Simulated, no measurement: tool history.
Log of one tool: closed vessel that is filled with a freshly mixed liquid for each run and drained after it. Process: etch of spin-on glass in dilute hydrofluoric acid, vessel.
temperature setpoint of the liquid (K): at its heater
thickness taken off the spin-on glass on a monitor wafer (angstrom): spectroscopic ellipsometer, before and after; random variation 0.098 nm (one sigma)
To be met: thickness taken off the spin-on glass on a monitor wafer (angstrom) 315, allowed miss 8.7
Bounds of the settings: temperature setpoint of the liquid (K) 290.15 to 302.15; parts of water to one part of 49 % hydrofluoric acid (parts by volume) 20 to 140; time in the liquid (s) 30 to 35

run,hour,temperature setpoint of the liquid (K),parts of water to one part of 49 % hydrofluoric acid (parts by volume),time in the liquid (s),thickness taken off the spin-on glass on a monitor wafer (angstrom)
1,0,294.15,75,35,151.09
2,6.5,296.15,75,35,163.82
3,7.8,297.65,65,35,203.94
4,15.6,299.65,65,35,221.89
5,19.9,299.65,65,30,190.32
6,22,299.65,50,30,251.87
7,22.9,302.15,40,30,352.96
8,26.4,301.65,40,30,345.08
9,29.9,301.65,40,30,345.61
10,38.7,301.15,40,30,337.98
11,46.2,300.65,40,30,332.71
12,47.6,300.15,40,30,326.77

4 next moves are on the table. One of them brings every result within its allowed miss. Which?
A,49,299.15,40,35,?
B,49,299.65,40,30,?
C,49,300.65,45,35,?
D,49,302.15,45,35,?

move,thickness taken off the spin-on glass on a monitor wafer (angstrom)
A,364.81
B,319.13
C,342.14
D,363.28
A: further off than the last run
B: meets every target
C: further off than the last run
D: further off than the last run
Answer: B
